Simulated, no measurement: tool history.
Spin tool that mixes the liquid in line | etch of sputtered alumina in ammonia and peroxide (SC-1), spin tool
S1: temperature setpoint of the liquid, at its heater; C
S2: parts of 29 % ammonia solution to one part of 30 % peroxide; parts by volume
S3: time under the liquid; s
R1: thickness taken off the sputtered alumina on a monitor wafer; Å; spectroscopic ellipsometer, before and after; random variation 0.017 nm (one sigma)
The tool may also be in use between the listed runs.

run 1 hour=0.0 | S1=54.0 S2=0.9 S3=125 | R1=62.073
run 2 hour=2.6 | S1=52.5 S2=0.9 S3=125 | R1=57.779
run 3 hour=6.4 | S1=51.0 S2=0.9 S3=125 | R1=52.297
run 4 hour=14.9 | S1=51.0 S2=0.9 S3=135 | R1=56.970
run 5 hour=19.6 | S1=49.5 S2=0.9 S3=135 | R1=52.819
run 6 hour=21.2 | S1=48.5 S2=0.9 S3=135 | R1=49.848
run 7 hour=23.1 | S1=47.5 S2=0.9 S3=135 | R1=46.464
run 8 hour=25.6 | S1=47.5 S2=0.9 S3=135 | R1=47.007
run 9 hour=29.7 | S1=47.0 S2=0.9 S3=135 | R1=45.615
run 10 hour=36.0 | S1=46.5 S2=0.9 S3=135 | R1=44.642
run 11 hour=37.5 | S1=46.0 S2=0.9 S3=135 | R1=43.358
run 12 hour=42.4 | S1=45.5 S2=0.9 S3=135 | R1=41.740
run 13 hour=49.6 | S1=45.0 S2=0.9 S3=135 | R1=40.596
run 14 hour=50.3 | S1=44.5 S2=0.9 S3=135 | R1=39.686

Forecast run 15:
run 15 hour=57.2 | S1=44.0 S2=0.9 S3=135 | R1=?

R1: 38.360 Å

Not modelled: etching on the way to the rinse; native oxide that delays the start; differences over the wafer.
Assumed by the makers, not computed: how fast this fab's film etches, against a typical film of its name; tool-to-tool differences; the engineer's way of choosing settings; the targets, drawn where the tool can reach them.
